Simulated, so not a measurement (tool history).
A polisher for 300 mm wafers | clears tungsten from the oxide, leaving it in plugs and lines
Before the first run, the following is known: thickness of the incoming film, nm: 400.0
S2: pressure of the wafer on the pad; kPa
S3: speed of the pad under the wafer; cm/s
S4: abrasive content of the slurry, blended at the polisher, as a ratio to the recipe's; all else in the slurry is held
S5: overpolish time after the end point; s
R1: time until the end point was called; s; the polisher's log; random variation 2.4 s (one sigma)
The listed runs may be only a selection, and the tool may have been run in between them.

run 1 hour=0 | flow_of_slurry_(ml/min)=285 S2=22.1 S3=104 S4=1 S5=37 | R1=106.62
run 2 hour=2.4 | flow_of_slurry_(ml/min)=285 S2=20 S3=100 S4=1 S5=37 | R1=120.02
run 3 hour=7.9 | flow_of_slurry_(ml/min)=225 S2=20 S3=100 S4=1 S5=37 | R1=124.87
run 4 hour=12.1 | flow_of_slurry_(ml/min)=225 S2=17.9 S3=98 S4=1 S5=37 | R1=139.86
run 5 hour=15.8 | flow_of_slurry_(ml/min)=225 S2=16.5 S3=96 S4=1 S5=37 | R1=155.95
run 6 hour=23 | flow_of_slurry_(ml/min)=225 S2=15.2 S3=96 S4=1 S5=37 | R1=166.79

Predict the results of run 7:
run 7 hour=28 | flow_of_slurry_(ml/min)=225 S2=14.5 S3=96 S4=1 S5=37 | R1=?

Run 7 measured R1 175.3 s.
